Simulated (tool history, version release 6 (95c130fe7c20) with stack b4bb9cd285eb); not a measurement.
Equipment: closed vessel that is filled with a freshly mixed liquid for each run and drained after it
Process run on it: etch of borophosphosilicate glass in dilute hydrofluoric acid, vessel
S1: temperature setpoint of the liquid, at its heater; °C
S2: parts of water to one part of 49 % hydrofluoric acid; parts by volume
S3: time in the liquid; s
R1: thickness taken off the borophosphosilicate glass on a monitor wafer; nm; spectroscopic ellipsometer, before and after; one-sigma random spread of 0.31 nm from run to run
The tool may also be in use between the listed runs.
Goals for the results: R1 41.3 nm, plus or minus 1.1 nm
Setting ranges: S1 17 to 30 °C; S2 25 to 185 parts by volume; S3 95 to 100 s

{"run": 1, "day": 0.0, "S1": 22, "S2": 105, "S3": 95, "R1": 50.86}
{"run": 2, "day": 0.162, "S1": 25, "S2": 105, "S3": 95, "R1": 57.215}
{"run": 3, "day": 0.475, "S1": 23, "S2": 105, "S3": 95, "R1": 52.934}
{"run": 4, "day": 0.533, "S1": 23, "S2": 105, "S3": 100, "R1": 55.6}
{"run": 5, "day": 0.846, "S1": 22, "S2": 105, "S3": 100, "R1": 53.02}
{"run": 6, "day": 0.912, "S1": 21, "S2": 105, "S3": 100, "R1": 51.522}
{"run": 7, "day": 1.246, "S1": 17, "S2": 115, "S3": 100, "R1": 39.425}
{"run": 8, "day": 1.462, "S1": 17.5, "S2": 115, "S3": 100, "R1": 40.46}

Exercise: of the 4 proposed moves below, exactly one satisfies all targets within the stated allowed misses. Which move is it?
{"run": "A", "day": 1.679, "S1": 17, "S2": 110, "S3": 100, "R1": "?"}
{"run": "B", "day": 1.679, "S1": 17, "S2": 110, "S3": 95, "R1": "?"}
{"run": "C", "day": 1.679, "S1": 18, "S2": 120, "S3": 100, "R1": "?"}
{"run": "D", "day": 1.679, "S1": 17, "S2": 115, "S3": 95, "R1": "?"}

move=A R1=41.561
move=B R1=39.483
move=C R1=39.31
move=D R1=37.574
A: meets every target
B: further off than the last run
C: further off than the last run
D: further off than the last run
A is the move that brings every result within its allowed miss.
